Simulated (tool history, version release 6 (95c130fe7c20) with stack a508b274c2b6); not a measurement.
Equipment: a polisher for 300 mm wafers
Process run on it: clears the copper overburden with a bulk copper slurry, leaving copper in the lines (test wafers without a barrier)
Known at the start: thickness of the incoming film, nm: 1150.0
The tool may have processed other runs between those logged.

run	hour	flow of slurry (ml/min)	pressure of the wafer on the pad (kPa)	speed of the pad under the wafer (m/s)	abrasive content of the slurry	overpolish time after the end point (s)	time until the end point was called (s)	dishing of a wide line in a test structure (angstrom)
1	0	145	22.1	0.86	1	25	106.57	1136.9
2	8.3	145	20.7	0.92	1	23	105.04	1089.8
3	12.1	145	20.7	1.06	1	23	92.146	1165.1
4	16.5	155	19.3	1.06	1.05	21	92.715	1104.9
5	21.5	140	19.3	1.06	1.05	21	94.762	1080.8
6	23.8	140	19.3	1.06	0.9	21	98.684	1044.1
7	26.4	135	18.6	1.1	0.85	19	100.05	1029.6
8	31.6	140	17.2	1.1	0.95	18	99.572	960.23
9	32.4	135	16.5	1.1	1	17	99.88	912.23

Run 10 comes next. What will it give?
10	36.2	130	15.9	1.1	1	16	?	?

Run 10 gave time until the end point was called (s) 104.29, dishing of a wide line in a test structure (angstrom) 863.07.
